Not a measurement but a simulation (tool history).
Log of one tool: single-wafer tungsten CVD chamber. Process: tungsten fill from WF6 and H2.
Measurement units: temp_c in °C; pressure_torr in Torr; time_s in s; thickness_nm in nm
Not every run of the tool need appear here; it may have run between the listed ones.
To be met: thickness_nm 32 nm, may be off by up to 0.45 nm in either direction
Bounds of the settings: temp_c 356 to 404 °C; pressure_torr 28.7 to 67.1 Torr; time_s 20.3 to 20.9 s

run	hour	temp_c	pressure_torr	time_s	thickness_nm
1	0	380	47.9	20.3	50.02
2	8.3	374	47.8	20.3	45.007
3	11	369	47.3	20.3	40.701
4	11.9	369	47.3	20.3	40.533
5	15.5	366	47.2	20.3	38.496
6	24.2	363	47.1	20.3	36.459
7	29.6	361	47	20.3	34.889
8	38.2	360	47	20.3	34.148
9	46.7	359	47	20.3	33.784
10	53.9	358	47	20.3	33

Below are 5 possible settings for the next run. Only one of them brings all results inside the allowed miss of their targets. Which is it?
A	61.1	357	48.9	20.4	?
B	61.1	357	50.7	20.3	?
C	61.1	358	45.8	20.6	?
D	61.1	357	46.4	20.3	?
E	61.1	356	45.5	20.3	?

move	thickness_nm
A	33.063
B	33.322
C	33.271
D	32.302
E	31.467
A: further off than the last run
B: further off than the last run
C: further off than the last run
D: every result lands within tolerance
E: takes the result that was furthest off past its target
D is the move that brings every result within its allowed miss.
